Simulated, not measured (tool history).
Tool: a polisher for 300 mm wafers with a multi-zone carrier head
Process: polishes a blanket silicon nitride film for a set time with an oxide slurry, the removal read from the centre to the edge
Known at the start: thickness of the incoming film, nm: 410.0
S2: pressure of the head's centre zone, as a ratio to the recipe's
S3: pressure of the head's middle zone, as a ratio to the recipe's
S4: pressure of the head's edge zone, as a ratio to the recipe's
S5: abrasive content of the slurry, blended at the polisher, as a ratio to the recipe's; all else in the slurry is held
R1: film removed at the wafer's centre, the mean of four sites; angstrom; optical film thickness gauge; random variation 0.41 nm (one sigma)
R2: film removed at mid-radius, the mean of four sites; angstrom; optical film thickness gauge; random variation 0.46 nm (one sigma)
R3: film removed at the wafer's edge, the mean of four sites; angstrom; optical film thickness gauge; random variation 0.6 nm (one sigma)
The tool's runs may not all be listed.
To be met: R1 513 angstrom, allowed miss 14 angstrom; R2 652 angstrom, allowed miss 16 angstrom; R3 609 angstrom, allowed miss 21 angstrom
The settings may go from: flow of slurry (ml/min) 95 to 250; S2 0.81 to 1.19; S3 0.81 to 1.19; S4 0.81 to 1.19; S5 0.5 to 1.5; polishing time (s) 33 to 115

{"run": 1, "hour": 0.0, "flow of slurry (ml/min)": 160, "S2": 1, "S3": 1, "S4": 1, "S5": 1, "polishing time (s)": 73, "R1": 480.71, "R2": 495.76, "R3": 502.09}
{"run": 2, "hour": 8.2, "flow of slurry (ml/min)": 140, "S2": 1, "S3": 1, "S4": 1, "S5": 1, "polishing time (s)": 73, "R1": 467.97, "R2": 487.81, "R3": 495.6}
{"run": 3, "hour": 11.4, "flow of slurry (ml/min)": 140, "S2": 1, "S3": 1, "S4": 1, "S5": 1.15, "polishing time (s)": 73, "R1": 508.5, "R2": 514.11, "R3": 524.34}
{"run": 4, "hour": 12.9, "flow of slurry (ml/min)": 140, "S2": 1, "S3": 1, "S4": 1, "S5": 1.15, "polishing time (s)": 80, "R1": 553.18, "R2": 576.04, "R3": 580.82}
{"run": 5, "hour": 13.9, "flow of slurry (ml/min)": 120, "S2": 1, "S3": 1, "S4": 1, "S5": 1.15, "polishing time (s)": 80, "R1": 527, "R2": 555.36, "R3": 558.82}
{"run": 6, "hour": 16.8, "flow of slurry (ml/min)": 120, "S2": 1, "S3": 1, "S4": 1, "S5": 1.15, "polishing time (s)": 63, "R1": 414.29, "R2": 436.65, "R3": 433.41}
{"run": 7, "hour": 20.5, "flow of slurry (ml/min)": 135, "S2": 0.98, "S3": 1.03, "S4": 1.02, "S5": 1.2, "polishing time (s)": 63, "R1": 430.58, "R2": 467.33, "R3": 460.61}
{"run": 8, "hour": 28.6, "flow of slurry (ml/min)": 150, "S2": 0.97, "S3": 1.05, "S4": 1.04, "S5": 1.2, "polishing time (s)": 63, "R1": 440.47, "R2": 480.75, "R3": 478.25}
{"run": 9, "hour": 36.8, "flow of slurry (ml/min)": 160, "S2": 0.95, "S3": 1.07, "S4": 1.05, "S5": 1.25, "polishing time (s)": 63, "R1": 445.28, "R2": 513.82, "R3": 499.21}
{"run": 10, "hour": 43.4, "flow of slurry (ml/min)": 170, "S2": 0.95, "S3": 1.09, "S4": 1.06, "S5": 1.25, "polishing time (s)": 63, "R1": 449.57, "R2": 522.93, "R3": 500.39}

4 next moves are on the table. One of them brings every result within its allowed miss. Which?
{"run": "A", "hour": 50.0, "flow of slurry (ml/min)": 175, "S2": 0.85, "S3": 1.14, "S4": 1.02, "S5": 1.15, "polishing time (s)": 81, "R1": "?", "R2": "?", "R3": "?"}
{"run": "B", "hour": 50.0, "flow of slurry (ml/min)": 125, "S2": 0.85, "S3": 1.19, "S4": 1.08, "S5": 1.2, "polishing time (s)": 82, "R1": "?", "R2": "?", "R3": "?"}
{"run": "C", "hour": 50.0, "flow of slurry (ml/min)": 170, "S2": 0.89, "S3": 1.12, "S4": 1.07, "S5": 1.35, "polishing time (s)": 74, "R1": "?", "R2": "?", "R3": "?"}
{"run": "D", "hour": 50.0, "flow of slurry (ml/min)": 150, "S2": 0.88, "S3": 1.17, "S4": 1.04, "S5": 1.4, "polishing time (s)": 76, "R1": "?", "R2": "?", "R3": "?"}

move=A R1=512.65 R2=673.94 R3=602.46
move=B R1=487.37 R2=671.15 R3=606.8
move=C R1=520.71 R2=647.31 R3=602.73
move=D R1=522.69 R2=683.56 R3=608.06
A: takes the result that was furthest off past its target
B: takes the result that was furthest off past its target
C: meets every target
D: takes the result that was furthest off past its target
Answer: C
